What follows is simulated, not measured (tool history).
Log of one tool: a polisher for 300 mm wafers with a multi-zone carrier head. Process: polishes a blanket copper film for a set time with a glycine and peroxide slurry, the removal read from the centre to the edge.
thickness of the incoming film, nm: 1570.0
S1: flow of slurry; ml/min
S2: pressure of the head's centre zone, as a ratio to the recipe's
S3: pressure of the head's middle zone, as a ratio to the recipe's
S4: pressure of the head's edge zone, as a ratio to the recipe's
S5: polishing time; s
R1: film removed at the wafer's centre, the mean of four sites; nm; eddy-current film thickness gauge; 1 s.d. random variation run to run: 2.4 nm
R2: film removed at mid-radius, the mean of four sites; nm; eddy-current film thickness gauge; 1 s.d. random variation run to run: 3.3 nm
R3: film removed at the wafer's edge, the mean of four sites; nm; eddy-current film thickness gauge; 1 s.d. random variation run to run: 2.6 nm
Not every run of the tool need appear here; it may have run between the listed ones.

{"run": 1, "hour": 0.0, "S1": 260, "S2": 1, "S3": 1, "S4": 1, "S5": 62, "R1": 307.45, "R2": 304.96, "R3": 303.98}
{"run": 2, "hour": 4.2, "S1": 260, "S2": 1, "S3": 1, "S4": 1, "S5": 76, "R1": 389.21, "R2": 369.76, "R3": 369.46}
{"run": 3, "hour": 7.4, "S1": 260, "S2": 1, "S3": 1, "S4": 0.96, "S5": 76, "R1": 379.48, "R2": 376.91, "R3": 359.27}
{"run": 4, "hour": 13.0, "S1": 250, "S2": 1.01, "S3": 0.94, "S4": 0.95, "S5": 68, "R1": 344, "R2": 312.92, "R3": 321.47}
{"run": 5, "hour": 20.1, "S1": 250, "S2": 1.05, "S3": 0.94, "S4": 0.95, "S5": 68, "R1": 360.91, "R2": 315.93, "R3": 325.04}
{"run": 6, "hour": 27.9, "S1": 250, "S2": 1.12, "S3": 0.94, "S4": 0.95, "S5": 68, "R1": 379.55, "R2": 321.34, "R3": 326.77}

What does the tool deliver on the next run?
{"run": 7, "hour": 30.4, "S1": 245, "S2": 1.06, "S3": 0.91, "S4": 0.93, "S5": 63, "R1": "?", "R2": "?", "R3": "?"}

Run 7 gave R1 334.96 nm, R2 293.23 nm, R3 302.13 nm.

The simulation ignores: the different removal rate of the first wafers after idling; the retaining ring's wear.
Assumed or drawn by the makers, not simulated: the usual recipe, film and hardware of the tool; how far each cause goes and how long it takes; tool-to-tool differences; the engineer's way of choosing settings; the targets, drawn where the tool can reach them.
